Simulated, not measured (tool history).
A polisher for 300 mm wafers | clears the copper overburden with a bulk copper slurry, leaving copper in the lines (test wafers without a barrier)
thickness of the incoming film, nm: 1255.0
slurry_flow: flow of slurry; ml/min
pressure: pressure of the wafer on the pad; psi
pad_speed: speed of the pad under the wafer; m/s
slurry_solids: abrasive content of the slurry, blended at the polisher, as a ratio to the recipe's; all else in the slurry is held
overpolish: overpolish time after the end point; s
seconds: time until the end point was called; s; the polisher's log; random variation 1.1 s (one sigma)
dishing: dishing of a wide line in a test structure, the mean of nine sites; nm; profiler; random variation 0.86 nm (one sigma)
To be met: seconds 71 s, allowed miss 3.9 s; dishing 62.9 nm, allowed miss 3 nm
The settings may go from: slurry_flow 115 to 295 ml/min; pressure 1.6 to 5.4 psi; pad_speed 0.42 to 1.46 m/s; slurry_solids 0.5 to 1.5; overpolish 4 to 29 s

run 1 hour=0 | slurry_flow=190 pressure=3.5 pad_speed=0.94 slurry_solids=1 overpolish=15 | seconds=99.945 dishing=67.194
run 2 hour=6.5 | slurry_flow=190 pressure=3.5 pad_speed=0.78 slurry_solids=1 overpolish=15 | seconds=108.86 dishing=62.57
run 3 hour=8.6 | slurry_flow=190 pressure=3.5 pad_speed=0.78 slurry_solids=1 overpolish=19 | seconds=107.19 dishing=69.212
run 4 hour=9.9 | slurry_flow=190 pressure=3.5 pad_speed=1 slurry_solids=1 overpolish=19 | seconds=94.397 dishing=71.489
run 5 hour=16.1 | slurry_flow=190 pressure=3.8 pad_speed=1.02 slurry_solids=1 overpolish=15 | seconds=88.432 dishing=71.761
run 6 hour=18.6 | slurry_flow=145 pressure=3.8 pad_speed=1.02 slurry_solids=1 overpolish=15 | seconds=87.616 dishing=68.883
run 7 hour=21.9 | slurry_flow=140 pressure=4 pad_speed=1.04 slurry_solids=1 overpolish=12 | seconds=85.261 dishing=66.059
run 8 hour=24.4 | slurry_flow=135 pressure=4.2 pad_speed=1.06 slurry_solids=1 overpolish=10 | seconds=79.776 dishing=62.182
run 9 hour=27.7 | slurry_flow=135 pressure=4.3 pad_speed=1.06 slurry_solids=1 overpolish=10 | seconds=75.799 dishing=63.649
run 10 hour=31.2 | slurry_flow=135 pressure=4.4 pad_speed=1.06 slurry_solids=1 overpolish=10 | seconds=74.861 dishing=66.418
run 11 hour=39 | slurry_flow=135 pressure=4.4 pad_speed=1.06 slurry_solids=1 overpolish=9 | seconds=75.155 dishing=62.092

5 next moves are on the table. One of them brings every result within its allowed miss. Which?
run A hour=46.8 | slurry_flow=115 pressure=4.4 pad_speed=0.88 slurry_solids=1 overpolish=11 | seconds=? dishing=?
run B hour=46.8 | slurry_flow=165 pressure=4.3 pad_speed=0.92 slurry_solids=1.1 overpolish=10 | seconds=? dishing=?
run C hour=46.8 | slurry_flow=150 pressure=4.4 pad_speed=1.04 slurry_solids=0.85 overpolish=9 | seconds=? dishing=?
run D hour=46.8 | slurry_flow=140 pressure=4.3 pad_speed=1.1 slurry_solids=1.1 overpolish=9 | seconds=? dishing=?
run E hour=46.8 | slurry_flow=155 pressure=4.2 pad_speed=0.94 slurry_solids=0.95 overpolish=13 | seconds=? dishing=?

move=A seconds=84.438 dishing=62.563
move=B seconds=79.061 dishing=61.66
move=C seconds=78.382 dishing=59.027
move=D seconds=71.443 dishing=61.548
move=E seconds=84.071 dishing=66.782
A: further off than the last run
B: further off than the last run
C: further off than the last run
D: meets every target
E: further off than the last run
Move D is the one to make.

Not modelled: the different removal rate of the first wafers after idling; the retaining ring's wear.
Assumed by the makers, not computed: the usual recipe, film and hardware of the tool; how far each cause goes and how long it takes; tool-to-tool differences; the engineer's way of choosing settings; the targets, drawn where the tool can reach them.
